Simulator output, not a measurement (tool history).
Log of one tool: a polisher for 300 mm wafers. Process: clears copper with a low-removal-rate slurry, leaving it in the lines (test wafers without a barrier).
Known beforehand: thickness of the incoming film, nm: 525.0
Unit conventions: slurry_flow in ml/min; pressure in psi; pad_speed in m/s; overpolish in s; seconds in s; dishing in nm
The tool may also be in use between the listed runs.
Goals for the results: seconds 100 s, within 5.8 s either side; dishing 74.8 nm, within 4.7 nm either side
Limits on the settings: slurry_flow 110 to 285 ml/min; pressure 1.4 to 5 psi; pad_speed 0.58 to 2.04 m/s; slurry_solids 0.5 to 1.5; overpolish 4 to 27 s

run,hour,slurry_flow,pressure,pad_speed,slurry_solids,overpolish,seconds,dishing
1,0,180,3.2,1.3,1,14,109.49,50.936
2,9,180,3.2,1.3,1.1,14,103.05,50.874
3,17.5,180,3.2,1.3,1.3,14,102,51.941
4,22.9,175,3.2,1.3,1.3,15,104.7,55.954
5,23.6,175,3.3,1.3,1.3,16,101.82,60.534
6,30.2,175,3.3,1.62,1.3,16,83.192,71.59
7,34,170,3.2,1.62,1.3,17,83.188,71.828
8,39.7,170,3.1,1.6,1.3,18,84.728,74.005
9,40.4,170,3,1.56,1.3,19,88.254,73.495

5 next moves are on the table. One of them brings every result within its allowed miss. Which?
A,41.1,170,2.8,1.6,1.4,17,?,?
B,41.1,170,3.2,1.28,1.45,22,?,?
C,41.1,170,1.9,1.74,1.35,20,?,?
D,41.1,175,3.1,1.78,1.2,16,?,?
E,41.1,180,3.5,1.5,1.25,16,?,?

move,seconds,dishing
A,91.108,68.176
B,103.09,76.291
C,106.13,67.114
D,78.81,73.268
E,84.813,69.674
A: better than the last run, though not everything is in spec
B: each result inside its tolerance
C: moves the result that the last run missed by most past its target, out the other side
D: lands further from the targets than the last run did
E: lands further from the targets than the last run did
B is the move that brings every result within its allowed miss.

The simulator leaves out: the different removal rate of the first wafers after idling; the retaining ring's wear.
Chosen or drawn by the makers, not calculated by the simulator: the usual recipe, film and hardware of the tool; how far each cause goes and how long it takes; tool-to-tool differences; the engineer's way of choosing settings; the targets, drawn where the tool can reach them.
